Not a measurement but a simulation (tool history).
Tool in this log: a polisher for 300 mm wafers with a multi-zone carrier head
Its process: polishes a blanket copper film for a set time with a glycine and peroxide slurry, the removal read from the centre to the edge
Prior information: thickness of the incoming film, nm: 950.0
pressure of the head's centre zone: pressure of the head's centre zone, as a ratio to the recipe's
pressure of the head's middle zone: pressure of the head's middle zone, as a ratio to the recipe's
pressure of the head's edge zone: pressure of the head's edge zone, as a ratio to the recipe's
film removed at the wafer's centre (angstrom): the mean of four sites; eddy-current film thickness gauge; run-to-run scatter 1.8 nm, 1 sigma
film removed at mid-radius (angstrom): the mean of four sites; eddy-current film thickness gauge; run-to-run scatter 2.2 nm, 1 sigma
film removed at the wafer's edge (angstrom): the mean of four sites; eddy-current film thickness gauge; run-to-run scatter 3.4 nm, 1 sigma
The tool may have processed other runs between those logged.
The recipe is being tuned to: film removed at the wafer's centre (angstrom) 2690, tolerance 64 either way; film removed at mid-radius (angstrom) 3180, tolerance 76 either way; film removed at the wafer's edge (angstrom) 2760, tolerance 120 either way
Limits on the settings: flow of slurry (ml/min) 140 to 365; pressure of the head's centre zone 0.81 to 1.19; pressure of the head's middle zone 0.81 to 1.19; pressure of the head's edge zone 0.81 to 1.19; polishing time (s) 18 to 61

run  hour  flow of slurry (ml/min)  pressure of the head's centre zone  pressure of the head's middle zone  pressure of the head's edge zone  polishing time (s)  film removed at the wafer's centre (angstrom)  film removed at mid-radius (angstrom)  film removed at the wafer's edge (angstrom)
  1     0                      235                                   1                                   1                                 1                  39                                         2346.2                                 2427.4                                       2587.6
  2   6.1                      245                                   1                                1.02                                 1                  39                                           2366                                 2494.8                                       2579.5
  3  14.3                      245                                1.08                                1.02                                 1                  39                                         2540.6                                 2466.7                                       2612.4
  4  18.8                      245                                1.08                                1.02                                 1                  47                                         3060.1                                 2963.7                                       3173.2
  5  26.5                      240                                1.07                                1.03                              0.98                  47                                           3029                                 3009.6                                         3113
  6  28.8                      240                                1.07                                   1                              0.98                  47                                         3031.4                                 2946.2                                       3054.8
  7  30.1                      235                                1.06                                1.01                              0.97                  47                                         2978.7                                   2929                                       3029.7
  8  32.4                      235                                1.06                                1.01                              0.97                  47                                         2977.9                                 2979.6                                         3061
  9  38.8                      230                                1.05                                1.02                              0.96                  47                                         2950.8                                 2955.9                                       3034.5
 10  41.5                      230                                1.04                                1.03                              0.94                  47                                         2893.9                                 2973.5                                       2990.1
 11  47.6                      230                                1.03                                1.04                              0.93                  47                                         2884.1                                 3046.3                                       2934.4
 12  48.4                      230                                1.02                                1.04                              0.92                  47                                         2873.9                                 3045.7                                       2956.1
     53.4  -- edge zone pressure recalibrated
 13  53.4                      230                                1.01                                1.05                              0.91                  47                                         2819.7                                 3015.9                                       2752.2
 14  58.3                      230                                1.01                                1.05                              0.91                  47                                         2861.2                                 3020.8                                       2835.3
 15  65.5                      230                                   1                                1.06                              0.91                  47                                         2779.3                                 3088.8                                       2812.6
 16  66.8                      230                                0.98                                1.07                              0.91                  47                                         2752.8                                 3083.6                                       2813.5

Which single option among these 4 for the next run brings every result within its allowed miss of target? Just one does.
  A  68.1                      245                                1.06                                1.14                              0.85                  45                                              ?                                      ?                                            ?
  B  68.1                      205                                0.97                                1.09                              0.91                  49                                              ?                                      ?                                            ?
  C  68.1                      255                                1.04                                1.17                              0.94                  45                                              ?                                      ?                                            ?
  D  68.1                      240                                0.97                                1.12                              0.88                  46                                              ?                                      ?                                            ?

move  film removed at the wafer's centre (angstrom)  film removed at mid-radius (angstrom)  film removed at the wafer's edge (angstrom)
   A                                         2879.5                                   3146                                       2643.1
   B                                         2802.7                                 3241.5                                       2915.4
   C                                         2838.4                                 3225.3                                       2760.2
   D                                         2684.8                                 3165.4                                       2735.5
A: the furthest-off result lands on target, but another misses its tolerance
B: the furthest-off result lands on target, but another misses its tolerance
C: the furthest-off result lands on target, but another misses its tolerance
D: all results land within tolerance of their targets
The move that meets every target is D.

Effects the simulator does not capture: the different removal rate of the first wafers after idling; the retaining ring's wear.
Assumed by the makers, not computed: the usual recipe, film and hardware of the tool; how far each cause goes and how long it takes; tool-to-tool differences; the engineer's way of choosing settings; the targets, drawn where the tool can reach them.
